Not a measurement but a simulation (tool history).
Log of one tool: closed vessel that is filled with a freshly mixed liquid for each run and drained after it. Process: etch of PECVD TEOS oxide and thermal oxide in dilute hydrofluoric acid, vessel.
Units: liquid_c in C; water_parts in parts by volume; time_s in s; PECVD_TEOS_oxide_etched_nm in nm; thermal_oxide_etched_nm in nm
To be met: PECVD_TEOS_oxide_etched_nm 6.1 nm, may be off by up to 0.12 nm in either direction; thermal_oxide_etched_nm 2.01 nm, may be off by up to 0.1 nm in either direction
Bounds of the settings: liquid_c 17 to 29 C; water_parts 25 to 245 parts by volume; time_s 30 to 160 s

Run 1, hour 0: liquid_c 21 C, water_parts 135 parts by volume, time_s 80 s. Result: PECVD_TEOS_oxide_etched_nm 7.5088 nm, thermal_oxide_etched_nm 2.4677 nm.
Run 2, hour 8.6: liquid_c 24 C, water_parts 135 parts by volume, time_s 80 s. Result: PECVD_TEOS_oxide_etched_nm 8.455 nm, thermal_oxide_etched_nm 2.8303 nm.
Run 3, hour 11.8: liquid_c 22.5 C, water_parts 135 parts by volume, time_s 80 s. Result: PECVD_TEOS_oxide_etched_nm 8.087 nm, thermal_oxide_etched_nm 2.6435 nm.
Run 4, hour 18.7: liquid_c 21 C, water_parts 140 parts by volume, time_s 80 s. Result: PECVD_TEOS_oxide_etched_nm 7.253 nm, thermal_oxide_etched_nm 2.3968 nm.
Run 5, hour 26.1: liquid_c 21 C, water_parts 95 parts by volume, time_s 80 s. Result: PECVD_TEOS_oxide_etched_nm 11.23 nm, thermal_oxide_etched_nm 3.6816 nm.
Run 6, hour 33.7: liquid_c 20 C, water_parts 95 parts by volume, time_s 80 s. Result: PECVD_TEOS_oxide_etched_nm 10.831 nm, thermal_oxide_etched_nm 3.5335 nm.
Run 7, hour 37.1: liquid_c 19 C, water_parts 110 parts by volume, time_s 80 s. Result: PECVD_TEOS_oxide_etched_nm 8.7414 nm, thermal_oxide_etched_nm 2.9553 nm.
Run 8, hour 44: liquid_c 18.5 C, water_parts 120 parts by volume, time_s 80 s. Result: PECVD_TEOS_oxide_etched_nm 7.8148 nm, thermal_oxide_etched_nm 2.4897 nm.
Run 9, hour 48.5: liquid_c 18.5 C, water_parts 130 parts by volume, time_s 80 s. Result: PECVD_TEOS_oxide_etched_nm 7.121 nm, thermal_oxide_etched_nm 2.3942 nm.
Run 10, hour 52.4: liquid_c 18 C, water_parts 135 parts by volume, time_s 80 s. Result: PECVD_TEOS_oxide_etched_nm 6.7403 nm, thermal_oxide_etched_nm 2.1964 nm.
Run 11, hour 54.5: liquid_c 17.5 C, water_parts 135 parts by volume, time_s 80 s. Result: PECVD_TEOS_oxide_etched_nm 6.5292 nm, thermal_oxide_etched_nm 2.2058 nm.

Of the 4 settings listed for the next run, only one would bring every result within its allowed miss of target. Which one?
Run A, hour 56.6: liquid_c 17 C, water_parts 130 parts by volume, time_s 80 s. Result: PECVD_TEOS_oxide_etched_nm ?, thermal_oxide_etched_nm ?.
Run B, hour 56.6: liquid_c 17.5 C, water_parts 135 parts by volume, time_s 75 s. Result: PECVD_TEOS_oxide_etched_nm ?, thermal_oxide_etched_nm ?.
Run C, hour 56.6: liquid_c 19.5 C, water_parts 75 parts by volume, time_s 40 s. Result: PECVD_TEOS_oxide_etched_nm ?, thermal_oxide_etched_nm ?.
Run D, hour 56.6: liquid_c 20 C, water_parts 105 parts by volume, time_s 55 s. Result: PECVD_TEOS_oxide_etched_nm ?, thermal_oxide_etched_nm ?.

move  PECVD_TEOS_oxide_etched_nm  thermal_oxide_etched_nm
   A                      6.6837                   2.1535
   B                      6.1292                   1.9748
   C                      6.8176                   2.1966
   D                      6.6087                   2.1293
A: moves away from the targets compared with the last run
B: all results land within tolerance of their targets
C: moves away from the targets compared with the last run
D: moves away from the targets compared with the last run
The right move is B.
